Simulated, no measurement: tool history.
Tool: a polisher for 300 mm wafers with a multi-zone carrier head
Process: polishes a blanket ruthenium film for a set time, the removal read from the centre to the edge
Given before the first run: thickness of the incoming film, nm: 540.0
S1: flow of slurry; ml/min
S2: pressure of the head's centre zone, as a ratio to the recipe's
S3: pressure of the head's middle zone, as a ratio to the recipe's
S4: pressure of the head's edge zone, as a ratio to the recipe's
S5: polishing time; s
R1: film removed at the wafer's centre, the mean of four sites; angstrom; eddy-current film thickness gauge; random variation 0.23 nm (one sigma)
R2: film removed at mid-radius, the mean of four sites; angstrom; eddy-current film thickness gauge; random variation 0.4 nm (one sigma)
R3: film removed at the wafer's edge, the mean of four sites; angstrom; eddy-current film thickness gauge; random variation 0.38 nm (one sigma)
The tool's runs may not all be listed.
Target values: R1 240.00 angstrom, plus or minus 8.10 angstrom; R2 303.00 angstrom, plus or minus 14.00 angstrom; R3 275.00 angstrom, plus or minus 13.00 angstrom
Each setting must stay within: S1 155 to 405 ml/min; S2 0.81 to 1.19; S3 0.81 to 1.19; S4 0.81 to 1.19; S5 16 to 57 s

| run | hour | S1 | S2 | S3 | S4 | S5 | R1 | R2 | R3 |
|---|---|---|---|---|---|---|---|---|---|
| 1 | 0.0 | 260 | 1.00 | 1.00 | 1.00 | 36 | 463.01 | 475.30 | 464.25 |
| 2 | 7.2 | 260 | 1.08 | 1.00 | 1.00 | 36 | 487.50 | 484.55 | 473.89 |
| 3 | 11.9 | 245 | 1.00 | 1.04 | 1.02 | 30 | 370.96 | 411.60 | 396.49 |
| 4 | 14.2 | 235 | 0.95 | 1.04 | 0.99 | 27 | 322.71 | 359.85 | 355.69 |
| 5 | 20.0 | 235 | 0.92 | 1.07 | 0.95 | 25 | 293.60 | 337.09 | 322.76 |
| 6 | 22.9 | 235 | 0.92 | 1.07 | 0.95 | 30 | 358.25 | 418.86 | 377.19 |
| 7 | 29.9 | 230 | 0.89 | 1.08 | 0.94 | 27 | 309.04 | 372.68 | 334.14 |
| 8 | 30.9 | 225 | 0.86 | 1.08 | 0.93 | 25 | 273.01 | 343.98 | 312.55 |
| 9 | 34.7 | 220 | 0.85 | 1.07 | 0.90 | 24 | 257.21 | 331.59 | 300.10 |
| 10 | 42.0 | 220 | 0.86 | 1.07 | 0.89 | 23 | 252.16 | 320.88 | 289.07 |
| 11 | 48.6 | 220 | 0.86 | 1.06 | 0.88 | 23 | 253.54 | 311.03 | 278.35 |
| 12 | 49.9 | 215 | 0.85 | 1.05 | 0.88 | 23 | 248.38 | 307.29 | 272.18 |

Exercise: of the 5 proposed moves below, exactly one satisfies all targets within the stated allowed misses. Which move is it?
| A | 51.2 | 205 | 0.92 | 1.03 | 0.84 | 22 | ? | ? | ? |
| B | 51.2 | 265 | 0.84 | 1.07 | 0.94 | 22 | ? | ? | ? |
| C | 51.2 | 220 | 0.81 | 1.14 | 1.02 | 21 | ? | ? | ? |
| D | 51.2 | 185 | 0.88 | 1.02 | 0.81 | 24 | ? | ? | ? |
| E | 51.2 | 255 | 0.83 | 1.05 | 1.17 | 22 | ? | ? | ? |

| move | R1 | R2 | R3 |
|---|---|---|---|
| A | 255.65 | 292.12 | 265.11 |
| B | 246.51 | 310.98 | 282.68 |
| C | 222.52 | 303.81 | 272.82 |
| D | 263.80 | 311.23 | 282.28 |
| E | 242.85 | 305.24 | 306.31 |
A: its largest miss is bigger than the last run's
B: all results land within tolerance of their targets
C: carries the result that was furthest off beyond its target, to the other side
D: its largest miss is bigger than the last run's
E: the worst result of the last run now meets its target, but another is out of spec
B is the move that brings every result within its allowed miss.
